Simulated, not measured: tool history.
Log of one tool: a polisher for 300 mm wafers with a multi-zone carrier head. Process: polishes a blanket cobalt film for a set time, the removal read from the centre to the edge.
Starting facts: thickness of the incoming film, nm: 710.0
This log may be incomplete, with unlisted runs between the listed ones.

run	hour	flow of slurry (ml/min)	pressure of the head's centre zone	pressure of the head's middle zone	pressure of the head's edge zone	polishing time (s)	film removed at the wafer's centre (Å)	film removed at mid-radius (Å)	film removed at the wafer's edge (Å)
1	0.0	220	1.00	1.00	1.00	46	2843.7	2824.9	2941.2
2	4.1	220	1.00	1.00	1.00	41	2544.5	2476.0	2628.8
3	5.6	200	1.00	1.00	1.00	41	2543.0	2511.7	2573.3
4	6.4	160	1.00	1.00	1.00	41	2382.6	2426.3	2495.0
5	7.4	160	1.03	1.00	1.00	41	2510.8	2369.3	2516.2
6	8.8	160	1.08	1.00	1.00	41	2612.1	2388.1	2498.0
7	9.9	185	1.07	1.02	1.04	42	2695.8	2513.3	2665.6
8	12.0	210	1.07	1.05	1.07	43	2843.9	2708.1	2818.6
9	18.9	230	1.07	1.06	1.10	43	2864.1	2826.9	2850.0

For run 10, what comes out?
10	24.0	245	1.06	1.05	1.12	44	?	?	?

film removed at the wafer's centre (Å): 2922.4
film removed at mid-radius (Å): 2798.6
film removed at the wafer's edge (Å): 2982.7
